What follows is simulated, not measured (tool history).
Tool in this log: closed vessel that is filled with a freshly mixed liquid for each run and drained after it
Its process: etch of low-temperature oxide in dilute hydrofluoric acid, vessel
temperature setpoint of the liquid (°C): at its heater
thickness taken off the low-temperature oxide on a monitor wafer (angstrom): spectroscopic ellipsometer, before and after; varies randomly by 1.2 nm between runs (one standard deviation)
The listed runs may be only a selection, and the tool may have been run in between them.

run,hour,temperature setpoint of the liquid (°C),parts of water to one part of 49 % hydrofluoric acid (parts by volume),time in the liquid (s),thickness taken off the low-temperature oxide on a monitor wafer (angstrom)
1,0,23,75,145,350.06
2,5.5,23,50,145,546.37
3,14,24.5,45,145,636.44
4,19.4,25.5,40,145,762.14
5,25.9,25.5,40,145,757.79
6,26.7,25.5,40,145,742.79
7,33.6,26.5,40,145,803.61
8,40.7,27.5,40,145,824.64
9,41.7,27.5,40,145,830.46
10,45,27.5,40,145,813.69
11,49.5,28,35,145,980.69
12,54,28.5,35,145,994.07

Run 13, settings as shown, results not yet in. Your forecast:
13,55.7,28.5,35,145,?

thickness taken off the low-temperature oxide on a monitor wafer (angstrom): 990.41
